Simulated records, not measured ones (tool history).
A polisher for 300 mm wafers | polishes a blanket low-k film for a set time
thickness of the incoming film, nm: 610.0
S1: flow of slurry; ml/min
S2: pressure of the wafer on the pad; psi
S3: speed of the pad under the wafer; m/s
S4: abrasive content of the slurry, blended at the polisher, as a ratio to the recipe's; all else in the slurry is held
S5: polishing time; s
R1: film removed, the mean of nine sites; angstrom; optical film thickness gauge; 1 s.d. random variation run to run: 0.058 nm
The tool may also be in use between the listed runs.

{"run": 1, "hour": 0.0, "S1": 240, "S2": 1.9, "S3": 0.78, "S4": 1, "S5": 28, "R1": 82.877}
{"run": 2, "hour": 3.1, "S1": 240, "S2": 1.9, "S3": 0.78, "S4": 1, "S5": 25, "R1": 73.809}
{"run": 3, "hour": 9.8, "S1": 240, "S2": 1.8, "S3": 0.78, "S4": 1, "S5": 25, "R1": 69.131}
{"run": 4, "hour": 15.1, "S1": 290, "S2": 1.8, "S3": 0.78, "S4": 1, "S5": 25, "R1": 72.317}
{"hour": 17.0, "done": "head pressure recalibrated"}
{"run": 5, "hour": 17.0, "S1": 290, "S2": 1.5, "S3": 0.78, "S4": 1, "S5": 25, "R1": 66.174}
{"run": 6, "hour": 18.7, "S1": 290, "S2": 1.8, "S3": 0.78, "S4": 1, "S5": 25, "R1": 78.914}
{"run": 7, "hour": 22.1, "S1": 285, "S2": 1.2, "S3": 0.76, "S4": 1, "S5": 25, "R1": 51.46}

Run 8 is up next; what results do you expect?
{"run": 8, "hour": 30.5, "S1": 295, "S2": 1.2, "S3": 0.76, "S4": 1, "S5": 25, "R1": "?"}

R1: 52.393 angstrom
